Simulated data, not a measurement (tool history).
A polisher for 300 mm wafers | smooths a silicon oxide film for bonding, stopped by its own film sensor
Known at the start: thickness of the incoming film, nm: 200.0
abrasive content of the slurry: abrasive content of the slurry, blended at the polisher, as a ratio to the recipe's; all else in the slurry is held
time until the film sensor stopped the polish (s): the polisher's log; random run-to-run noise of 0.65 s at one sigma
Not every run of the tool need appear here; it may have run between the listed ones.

run	hour	flow of slurry (ml/min)	pressure of the wafer on the pad (kPa)	speed of the pad under the wafer (cm/s)	abrasive content of the slurry	target thickness at which the film sensor stops the polish (angstrom)	time until the film sensor stopped the polish (s)
1	0.0	135	14.5	80	1.00	1820	33.149
2	0.8	135	14.5	80	1.00	1820	34.527
3	4.2	135	13.1	80	1.00	1820	37.052
4	6.2	135	11.7	80	1.00	1820	41.038
5	13.8	135	11.7	80	1.00	1840	35.985
6	17.4	135	11.7	80	1.15	1840	33.783
7	23.8	135	10.3	78	1.15	1840	39.761

What will run 8 give?
8	27.4	135	9.7	78	1.15	1840	?

{"run 8": {"time until the film sensor stopped the polish (s)": 42.254}}
